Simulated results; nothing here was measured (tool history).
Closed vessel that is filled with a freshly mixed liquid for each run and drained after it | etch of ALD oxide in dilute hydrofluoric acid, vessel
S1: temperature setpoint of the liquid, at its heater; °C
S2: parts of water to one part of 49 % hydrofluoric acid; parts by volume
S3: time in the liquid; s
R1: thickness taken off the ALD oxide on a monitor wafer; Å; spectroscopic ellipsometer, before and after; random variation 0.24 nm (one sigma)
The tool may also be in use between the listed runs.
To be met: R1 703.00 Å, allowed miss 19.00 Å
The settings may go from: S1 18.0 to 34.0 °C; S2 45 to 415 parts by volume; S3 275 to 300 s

run    day    S1   S2   S3      R1
  1  0.000  26.0  230  275  263.26
  2  0.250  27.0  210  275  304.09
  3  0.475  27.0  210  300  330.26
  4  0.846  27.0  210  275  303.12
  5  1.088  27.0  210  300  331.77
  6  1.196  30.0  210  300  368.42
  7  1.271  30.0  210  300  368.50
  8  1.612  30.5  195  300  411.88
  9  1.946  34.0  110  300  927.86
 10  2.162  33.0  110  300  897.13
 11  2.254  32.0  110  300  861.02
 12  2.296  31.0  110  300  830.49
 13  2.379  30.5  110  300  815.60
 14  2.529  30.0  110  300  802.40

5 next moves are on the table. One of them brings every result within its allowed miss. Which?
  A  2.679  33.5  110  285   ?
  B  2.679  32.0  130  300   ?
  C  2.679  30.5  105  300   ?
  D  2.679  32.5  110  295   ?
  E  2.679  32.0  110  295   ?

move      R1
   A  866.96
   B  710.71
   C  863.04
   D  865.54
   E  849.94
A: further off than the last run
B: meets every target
C: further off than the last run
D: further off than the last run
E: further off than the last run
Move B is the one to make.
